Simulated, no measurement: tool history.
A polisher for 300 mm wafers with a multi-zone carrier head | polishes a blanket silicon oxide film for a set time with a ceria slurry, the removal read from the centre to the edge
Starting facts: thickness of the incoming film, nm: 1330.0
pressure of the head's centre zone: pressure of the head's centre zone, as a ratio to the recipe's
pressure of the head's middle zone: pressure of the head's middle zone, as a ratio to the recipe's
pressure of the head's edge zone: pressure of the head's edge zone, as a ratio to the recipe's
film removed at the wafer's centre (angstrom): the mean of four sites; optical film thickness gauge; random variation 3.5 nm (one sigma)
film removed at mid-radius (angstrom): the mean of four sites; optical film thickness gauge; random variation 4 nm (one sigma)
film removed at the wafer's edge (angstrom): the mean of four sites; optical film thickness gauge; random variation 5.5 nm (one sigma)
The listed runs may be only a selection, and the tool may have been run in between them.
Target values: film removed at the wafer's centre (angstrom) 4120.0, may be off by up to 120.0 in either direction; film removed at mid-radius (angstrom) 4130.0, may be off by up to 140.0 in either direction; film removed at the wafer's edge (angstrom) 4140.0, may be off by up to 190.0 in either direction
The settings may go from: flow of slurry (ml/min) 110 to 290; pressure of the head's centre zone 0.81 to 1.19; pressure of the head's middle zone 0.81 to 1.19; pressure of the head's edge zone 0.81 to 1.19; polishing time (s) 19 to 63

run,hour,flow of slurry (ml/min),pressure of the head's centre zone,pressure of the head's middle zone,pressure of the head's edge zone,polishing time (s),film removed at the wafer's centre (angstrom),film removed at mid-radius (angstrom),film removed at the wafer's edge (angstrom)
1,0.0,185,1.00,1.00,1.00,41,3692.2,3569.4,3479.1
2,2.3,195,1.00,1.01,1.03,41,3671.0,3566.7,3632.0
3,9.7,205,1.01,1.03,1.04,41,3709.8,3682.5,3708.4
4,11.7,205,1.01,1.03,1.04,36,3268.2,3239.9,3185.6
5,17.0,215,1.03,1.05,1.06,37,3435.0,3415.0,3402.2
6,18.1,215,1.03,1.05,1.06,32,2956.7,2973.1,2993.2
7,24.6,225,1.05,1.07,1.08,33,3127.5,3111.4,2994.4
8,32.9,230,1.05,1.07,1.09,35,3352.6,3282.3,3244.0
9,40.5,235,1.05,1.08,1.10,36,3497.7,3369.4,3373.8
10,49.0,235,1.05,1.08,1.10,36,3476.8,3410.1,3384.2
11,57.0,240,1.05,1.09,1.11,37,3553.1,3588.9,3502.3
12,60.1,240,1.05,1.09,1.11,37,3549.0,3556.1,3486.0
13,61.8,245,1.05,1.09,1.12,38,3709.4,3731.3,3569.5
14,69.1,240,1.05,1.08,1.13,39,3727.9,3701.9,3695.5

Which one of the following 5 next-run settings gets every result inside its allowed miss? There is exactly one.
A,76.4,240,1.12,1.06,1.12,44,?,?,?
B,76.4,160,0.98,1.00,1.19,49,?,?,?
C,76.4,260,0.97,0.92,1.19,49,?,?,?
D,76.4,235,1.01,1.05,1.11,44,?,?,?
E,76.4,235,1.13,1.07,1.16,44,?,?,?

move,film removed at the wafer's centre (angstrom),film removed at mid-radius (angstrom),film removed at the wafer's edge (angstrom)
A,4505.2,4130.4,4209.8
B,4180.5,4129.6,4586.9
C,4490.1,4158.2,4842.5
D,4117.4,4090.7,4187.7
E,4526.3,4150.1,4258.0
A: carries the result that was furthest off beyond its target, to the other side
B: gets the furthest-off result to its target, but another result is out of tolerance
C: carries the result that was furthest off beyond its target, to the other side
D: all results land within tolerance of their targets
E: carries the result that was furthest off beyond its target, to the other side
The right move is D.
